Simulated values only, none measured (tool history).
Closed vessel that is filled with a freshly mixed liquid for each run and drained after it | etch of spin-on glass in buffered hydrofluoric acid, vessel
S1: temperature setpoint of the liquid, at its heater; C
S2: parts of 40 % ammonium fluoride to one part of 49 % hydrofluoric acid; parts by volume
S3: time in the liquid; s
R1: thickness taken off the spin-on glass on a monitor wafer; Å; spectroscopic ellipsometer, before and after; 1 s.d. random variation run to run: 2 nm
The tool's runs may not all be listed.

run	hour	S1	S2	S3	R1
1	0	24	22.5	95	1361.7
2	1.7	24	22.5	95	1347.1
3	4.8	25.5	22.5	95	1467.4
4	5.8	26.5	22.5	95	1574.9
5	12.3	27	22.5	95	1589.5
6	13.6	28	22.5	95	1694.6
7	21.3	28.5	22.5	95	1732.5
8	25	29	22.5	95	1765.4
9	33.5	29.5	22.5	95	1853.3

Expected results for the next run?
10	34.2	30	22.5	95	?

{"run 10": {"R1": 1896.7}}
